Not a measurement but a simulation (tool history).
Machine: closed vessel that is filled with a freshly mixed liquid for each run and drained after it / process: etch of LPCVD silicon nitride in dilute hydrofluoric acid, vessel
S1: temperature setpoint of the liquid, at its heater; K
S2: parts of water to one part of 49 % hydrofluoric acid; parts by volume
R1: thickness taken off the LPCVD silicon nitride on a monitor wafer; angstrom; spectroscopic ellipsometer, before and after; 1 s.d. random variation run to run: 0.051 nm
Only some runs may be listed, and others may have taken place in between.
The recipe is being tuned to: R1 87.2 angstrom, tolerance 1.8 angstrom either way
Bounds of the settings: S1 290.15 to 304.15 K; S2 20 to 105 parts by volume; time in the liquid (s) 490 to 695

Run 1, hour 0: S1 296.15 K, S2 55 parts by volume, time in the liquid (s) 695. Result: R1 56.301 angstrom.
Run 2, hour 2.4: S1 298.15 K, S2 55 parts by volume, time in the liquid (s) 695. Result: R1 65.393 angstrom.
Run 3, hour 9.7: S1 298.15 K, S2 45 parts by volume, time in the liquid (s) 695. Result: R1 78.492 angstrom.
Run 4, hour 11.7: S1 295.15 K, S2 45 parts by volume, time in the liquid (s) 695. Result: R1 64.153 angstrom.
Run 5, hour 20.1: S1 296.65 K, S2 45 parts by volume, time in the liquid (s) 695. Result: R1 71.267 angstrom.
Run 6, hour 24.1: S1 297.65 K, S2 45 parts by volume, time in the liquid (s) 695. Result: R1 76.146 angstrom.
Run 7, hour 28.5: S1 298.15 K, S2 45 parts by volume, time in the liquid (s) 695. Result: R1 79.351 angstrom.
Run 8, hour 34.3: S1 298.65 K, S2 45 parts by volume, time in the liquid (s) 695. Result: R1 81.655 angstrom.

Of the 4 settings listed for the next run, only one would bring every result within its allowed miss of target. Which one?
Run A, hour 40.1: S1 296.65 K, S2 30 parts by volume, time in the liquid (s) 535. Result: R1 ?.
Run B, hour 40.1: S1 298.15 K, S2 35 parts by volume, time in the liquid (s) 640. Result: R1 ?.
Run C, hour 40.1: S1 299.65 K, S2 40 parts by volume, time in the liquid (s) 625. Result: R1 ?.
Run D, hour 40.1: S1 298.65 K, S2 40 parts by volume, time in the liquid (s) 635. Result: R1 ?.

move      R1
   A   81.63
   B  93.167
   C   88.34
   D  83.947
A: no nearer and no further than the last run
B: the result that was furthest off in the last run now lies on the other side of its target
C: every result lands within tolerance
D: an improvement on the last run, though not all results are within tolerance
Move C is the one to make.

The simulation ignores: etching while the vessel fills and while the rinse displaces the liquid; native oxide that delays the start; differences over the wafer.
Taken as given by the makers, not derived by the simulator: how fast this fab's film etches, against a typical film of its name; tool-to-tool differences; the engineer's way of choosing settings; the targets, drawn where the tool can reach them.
